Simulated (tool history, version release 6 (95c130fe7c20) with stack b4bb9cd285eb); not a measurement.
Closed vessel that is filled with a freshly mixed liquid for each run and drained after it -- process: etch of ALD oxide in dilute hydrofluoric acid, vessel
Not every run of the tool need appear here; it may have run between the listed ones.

| run | hour | temperature setpoint of the liquid (K) | parts of water to one part of 49 % hydrofluoric acid (parts by volume) | time in the liquid (s) | thickness taken off the ALD oxide on a monitor wafer (nm) |
|---|---|---|---|---|---|
| 1 | 0.0 | 295.15 | 85 | 85 | 25.971 |
| 2 | 3.1 | 295.15 | 85 | 95 | 29.361 |
| 3 | 3.7 | 296.15 | 85 | 95 | 30.345 |
| 4 | 11.4 | 296.15 | 85 | 95 | 30.772 |
| 5 | 13.4 | 296.15 | 85 | 85 | 27.072 |
| 6 | 21.0 | 297.15 | 85 | 85 | 28.235 |
| 7 | 28.0 | 298.15 | 85 | 85 | 29.189 |

For run 8, what comes out?
| 8 | 34.8 | 299.15 | 85 | 85 | ? |

Logged for run 8: thickness taken off the ALD oxide on a monitor wafer (nm) 30.785.
